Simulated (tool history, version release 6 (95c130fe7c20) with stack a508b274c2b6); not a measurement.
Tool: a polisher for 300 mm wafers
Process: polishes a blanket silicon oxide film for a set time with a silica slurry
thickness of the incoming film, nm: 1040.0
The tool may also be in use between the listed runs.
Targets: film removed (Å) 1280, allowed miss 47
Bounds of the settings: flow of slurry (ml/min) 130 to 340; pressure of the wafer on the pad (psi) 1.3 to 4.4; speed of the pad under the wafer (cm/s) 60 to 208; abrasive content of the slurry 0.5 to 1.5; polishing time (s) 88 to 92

run,day,flow of slurry (ml/min),pressure of the wafer on the pad (psi),speed of the pad under the wafer (cm/s),abrasive content of the slurry,polishing time (s),film removed (Å)
1,0,220,2.8,134,1,88,2105.6
2,0.196,220,2.8,134,1.15,88,2217.8
3,0.367,220,2.8,134,1.3,88,2315.4
4,0.633,220,2.5,132,1.3,88,2129.8
5,0.767,200,2.5,132,1.3,88,2114.5
6,0.796,200,2.3,126,1.3,88,1892.8
7,0.946,200,2.1,124,1.3,88,1755.6
8,1.208,200,1.9,122,1.3,88,1597.9
9,1.3,200,1.8,122,1.3,88,1568
10,1.438,200,1.7,120,1.3,88,1504.8
11,1.562,200,1.6,118,1.3,88,1430.6
12,1.688,200,1.5,118,1.3,88,1376.7

5 next moves are on the table. One of them brings every result within its allowed miss. Which?
A,1.812,165,1.5,106,1.3,92,?
B,1.812,195,1.5,122,1.25,92,?
C,1.812,190,1.7,116,1.4,90,?
D,1.812,280,1.8,116,1.35,88,?
E,1.812,210,1.5,132,1.35,88,?

move,film removed (Å)
A,1310.8
B,1455.1
C,1544.6
D,1610.9
E,1527.5
A: meets every target
B: further off than the last run
C: further off than the last run
D: further off than the last run
E: further off than the last run
The right move is A.
